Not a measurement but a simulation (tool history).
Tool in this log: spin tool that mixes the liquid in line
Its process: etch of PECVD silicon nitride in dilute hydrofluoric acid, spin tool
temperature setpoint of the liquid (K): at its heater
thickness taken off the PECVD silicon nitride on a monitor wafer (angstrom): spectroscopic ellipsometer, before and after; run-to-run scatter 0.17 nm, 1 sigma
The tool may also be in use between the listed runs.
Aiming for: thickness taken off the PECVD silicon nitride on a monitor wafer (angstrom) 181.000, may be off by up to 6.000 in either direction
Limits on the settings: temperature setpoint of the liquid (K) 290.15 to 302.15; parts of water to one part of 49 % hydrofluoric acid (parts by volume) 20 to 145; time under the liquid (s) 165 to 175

run	hour	temperature setpoint of the liquid (K)	parts of water to one part of 49 % hydrofluoric acid (parts by volume)	time under the liquid (s)	thickness taken off the PECVD silicon nitride on a monitor wafer (angstrom)
1	0.0	294.15	80	165	95.133
2	1.2	294.15	60	165	127.300
3	2.2	295.15	60	165	136.750
4	10.6	295.65	60	165	142.080
5	12.4	295.65	60	165	140.840
6	14.0	296.15	60	165	144.670
7	14.8	296.15	60	165	146.390
8	21.4	296.65	60	165	148.870
9	25.1	297.15	60	165	154.780
10	26.5	297.65	60	165	158.080
11	33.8	298.15	60	165	164.330

Next run, 5 choices. One meets every target within its allowed miss, the rest don't. Which?
A	41.1	296.15	60	165	?
B	41.1	296.65	50	165	?
C	41.1	295.65	60	165	?
D	41.1	301.15	60	165	?
E	41.1	296.15	55	165	?

move	thickness taken off the PECVD silicon nitride on a monitor wafer (angstrom)
A	145.420
B	179.820
C	140.580
D	202.640
E	158.360
A: misses by more than the last run did
B: all results in spec
C: misses by more than the last run did
D: takes the biggest miss from the last run beyond its target
E: misses by more than the last run did
The move that meets every target is B.

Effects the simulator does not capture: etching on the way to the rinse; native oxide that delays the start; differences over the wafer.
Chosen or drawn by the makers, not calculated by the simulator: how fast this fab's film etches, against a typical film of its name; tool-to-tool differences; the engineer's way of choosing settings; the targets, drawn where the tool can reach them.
